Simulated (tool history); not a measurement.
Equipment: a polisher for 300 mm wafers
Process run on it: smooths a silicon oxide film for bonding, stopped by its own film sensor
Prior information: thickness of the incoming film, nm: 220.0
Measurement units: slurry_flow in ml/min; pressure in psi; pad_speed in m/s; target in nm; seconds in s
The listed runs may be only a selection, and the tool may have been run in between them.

| run | hour | slurry_flow | pressure | pad_speed | slurry_solids | target | seconds |
|---|---|---|---|---|---|---|---|
| 1 | 0 | 315 | 2.2 | 0.82 | 1 | 189 | 50.185 |
| 2 | 1.4 | 315 | 2.2 | 0.7 | 1 | 189 | 57.27 |
| 3 | 3.7 | 315 | 2.6 | 0.72 | 1 | 189 | 50.577 |
| 4 | 4.6 | 315 | 2.6 | 0.72 | 1 | 189 | 51.636 |
| 5 | 11.8 | 315 | 2.6 | 0.54 | 1 | 189 | 64.34 |
| 6 | 16.7 | 315 | 2.6 | 0.4 | 1 | 189 | 80.836 |
| 7 | 22.3 | 315 | 2.9 | 0.56 | 1 | 189 | 57.365 |
| 8 | 28.8 | 315 | 3.1 | 0.66 | 1 | 189 | 48.03 |

What will run 9 give?
| 9 | 34.6 | 315 | 3.2 | 0.74 | 1 | 189 | ? |

{"run 9": {"seconds": 42.827}}

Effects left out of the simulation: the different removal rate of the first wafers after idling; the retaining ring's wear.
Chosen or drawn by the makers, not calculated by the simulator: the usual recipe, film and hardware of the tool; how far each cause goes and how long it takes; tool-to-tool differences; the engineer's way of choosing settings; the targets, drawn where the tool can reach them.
